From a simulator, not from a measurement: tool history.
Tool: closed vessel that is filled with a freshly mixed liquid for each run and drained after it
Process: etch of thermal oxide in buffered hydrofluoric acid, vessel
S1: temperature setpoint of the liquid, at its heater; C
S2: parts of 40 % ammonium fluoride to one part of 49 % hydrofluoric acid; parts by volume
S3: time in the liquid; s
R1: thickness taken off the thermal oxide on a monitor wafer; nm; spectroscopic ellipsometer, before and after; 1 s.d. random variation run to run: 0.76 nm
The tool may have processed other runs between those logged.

run	hour	S1	S2	S3	R1
1	0.0	23.0	13.0	105	82.742
2	6.4	23.0	14.5	105	74.319
3	13.4	23.0	14.5	110	77.575
4	18.9	23.0	14.5	110	78.860
5	21.5	23.0	14.5	110	77.794
6	26.0	26.5	14.5	110	93.863
7	30.2	28.0	14.5	110	101.670

What will run 8 give?
8	32.4	29.0	14.5	110	?

R1: 107.600 nm

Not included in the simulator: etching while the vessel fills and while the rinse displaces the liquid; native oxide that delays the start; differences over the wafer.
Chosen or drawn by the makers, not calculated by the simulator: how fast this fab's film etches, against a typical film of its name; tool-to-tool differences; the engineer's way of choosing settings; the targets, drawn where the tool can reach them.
